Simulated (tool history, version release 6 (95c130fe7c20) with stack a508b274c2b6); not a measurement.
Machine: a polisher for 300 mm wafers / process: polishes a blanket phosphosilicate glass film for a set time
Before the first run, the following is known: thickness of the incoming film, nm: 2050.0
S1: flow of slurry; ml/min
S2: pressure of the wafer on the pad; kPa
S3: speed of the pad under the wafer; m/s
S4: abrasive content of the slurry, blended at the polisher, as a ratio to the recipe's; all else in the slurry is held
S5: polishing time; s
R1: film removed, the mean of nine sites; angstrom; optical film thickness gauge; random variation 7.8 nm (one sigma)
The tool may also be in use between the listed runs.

| run | hour | S1 | S2 | S3 | S4 | S5 | R1 |
|---|---|---|---|---|---|---|---|
| 1 | 0 | 175 | 17.2 | 1.18 | 1 | 122 | 8277.2 |
| 2 | 1.4 | 175 | 17.2 | 1.18 | 0.8 | 122 | 7648.3 |
| 3 | 8.9 | 175 | 17.2 | 1.18 | 0.95 | 122 | 8053.7 |
| 4 | 10.4 | 175 | 16.5 | 1.18 | 0.95 | 122 | 7742.5 |
| 5 | 12.8 | 175 | 15.9 | 1.18 | 0.95 | 122 | 7704 |
| 6 | 18.8 | 210 | 15.9 | 1.18 | 0.95 | 122 | 7625.2 |
|  | 24.1 | conditioning disc replaced and pad reconditioned |
| 7 | 24.1 | 210 | 15.9 | 1.18 | 0.95 | 122 | 9295.5 |
| 8 | 29.2 | 195 | 15.9 | 1.18 | 0.95 | 122 | 9161.1 |
| 9 | 30.2 | 175 | 16.5 | 1.18 | 0.95 | 122 | 9460.2 |
| 10 | 32.8 | 200 | 16.5 | 1.14 | 0.95 | 122 | 9504.6 |

For run 11, what comes out?
| 11 | 37.2 | 180 | 16.5 | 1.14 | 0.95 | 122 | ? |

Run 11 yielded R1 9194.7 angstrom.
